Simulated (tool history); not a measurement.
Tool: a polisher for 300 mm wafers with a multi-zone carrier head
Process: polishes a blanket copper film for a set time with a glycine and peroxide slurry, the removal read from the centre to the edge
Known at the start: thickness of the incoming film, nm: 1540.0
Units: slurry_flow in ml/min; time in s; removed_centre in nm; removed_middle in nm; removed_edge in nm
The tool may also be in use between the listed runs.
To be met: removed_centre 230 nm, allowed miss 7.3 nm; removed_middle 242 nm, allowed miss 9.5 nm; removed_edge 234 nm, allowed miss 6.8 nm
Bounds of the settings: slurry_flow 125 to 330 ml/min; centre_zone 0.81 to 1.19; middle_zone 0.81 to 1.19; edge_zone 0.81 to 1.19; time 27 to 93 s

run 1 hour=0 | slurry_flow=210 centre_zone=1 middle_zone=1 edge_zone=1 time=59 | removed_centre=173.11 removed_middle=165.91 removed_edge=167.9
run 2 hour=8.5 | slurry_flow=210 centre_zone=1 middle_zone=1 edge_zone=0.94 time=59 | removed_centre=172.09 removed_middle=166.25 removed_edge=165.25
run 3 hour=12.2 | slurry_flow=210 centre_zone=0.96 middle_zone=1 edge_zone=0.94 time=59 | removed_centre=164.61 removed_middle=167.84 removed_edge=163.4
run 4 hour=18.5 | slurry_flow=235 centre_zone=0.96 middle_zone=1 edge_zone=0.94 time=59 | removed_centre=167.4 removed_middle=166.87 removed_edge=164.67
run 5 hour=20.7 | slurry_flow=235 centre_zone=0.96 middle_zone=1 edge_zone=0.94 time=71 | removed_centre=202.11 removed_middle=202.61 removed_edge=200.36
run 6 hour=24.9 | slurry_flow=285 centre_zone=0.96 middle_zone=1 edge_zone=0.94 time=71 | removed_centre=208.82 removed_middle=210.84 removed_edge=204.2
run 7 hour=31.3 | slurry_flow=285 centre_zone=0.96 middle_zone=1.02 edge_zone=0.98 time=72 | removed_centre=208.52 removed_middle=216.49 removed_edge=211.75
run 8 hour=38.1 | slurry_flow=285 centre_zone=0.97 middle_zone=1.03 edge_zone=1 time=73 | removed_centre=213.56 removed_middle=224.13 removed_edge=216.41

4 next moves are on the table. One of them brings every result within its allowed miss. Which?
run A hour=44.9 | slurry_flow=320 centre_zone=0.9 middle_zone=1.19 edge_zone=0.96 time=76 | removed_centre=? removed_middle=? removed_edge=?
run B hour=44.9 | slurry_flow=240 centre_zone=0.98 middle_zone=1.06 edge_zone=1.02 time=80 | removed_centre=? removed_middle=? removed_edge=?
run C hour=44.9 | slurry_flow=295 centre_zone=0.89 middle_zone=1.17 edge_zone=0.89 time=78 | removed_centre=? removed_middle=? removed_edge=?
run D hour=44.9 | slurry_flow=310 centre_zone=0.86 middle_zone=1.04 edge_zone=1 time=79 | removed_centre=? removed_middle=? removed_edge=?

move=A removed_centre=213.09 removed_middle=260.81 removed_edge=221.51
move=B removed_centre=233.58 removed_middle=240.61 removed_edge=233.66
move=C removed_centre=214.57 removed_middle=261.7 removed_edge=219.38
move=D removed_centre=211.72 removed_middle=240.81 removed_edge=234.04
A: nearer than the last run, and not there yet
B: meets every target
C: nearer than the last run, and not there yet
D: brings the result that was furthest off to its target, and leaves another outside
Move B is the one to make.
